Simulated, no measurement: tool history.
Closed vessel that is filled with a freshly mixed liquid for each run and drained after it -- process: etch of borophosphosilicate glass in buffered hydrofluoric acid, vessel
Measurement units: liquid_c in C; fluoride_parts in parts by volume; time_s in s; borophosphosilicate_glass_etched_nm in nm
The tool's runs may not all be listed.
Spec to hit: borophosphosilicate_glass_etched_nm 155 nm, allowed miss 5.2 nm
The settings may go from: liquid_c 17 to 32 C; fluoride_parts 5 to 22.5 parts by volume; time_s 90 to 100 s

run,day,liquid_c,fluoride_parts,time_s,borophosphosilicate_glass_etched_nm
1,0,24,13.5,90,83.436
2,0.204,24,11.5,90,96.415
3,0.571,20.5,11.5,90,81.438
4,0.862,19,11.5,90,73.772
5,1.146,19,9,90,93.417
# day 1.425: hydrofluoric acid flow meter replaced
6,1.425,17.5,9,90,92.513
7,1.675,20.5,9,90,109.43
8,1.767,22,9,90,115.82
9,1.838,23.5,9,90,130.03
10,1.992,24,9,90,132.24
11,2.204,24.5,9,90,135.83
12,2.579,25,9,90,139.52
13,2.883,25.5,9,90,141.83

Below are 4 possible settings for the next run. Only one of them brings all results inside the allowed miss of their targets. Which is it?
A,3.188,25,11.5,100,?
B,3.188,21,7,95,?
C,3.188,24.5,8.5,90,?
D,3.188,26,8.5,95,?

move,borophosphosilicate_glass_etched_nm
A,126.66
B,156.51
C,144.92
D,165.73
A: further off than the last run
B: every result lands within tolerance
C: an improvement on the last run, though not all results are within tolerance
D: takes the result that was furthest off past its target
Correct choice: B, which meets every target
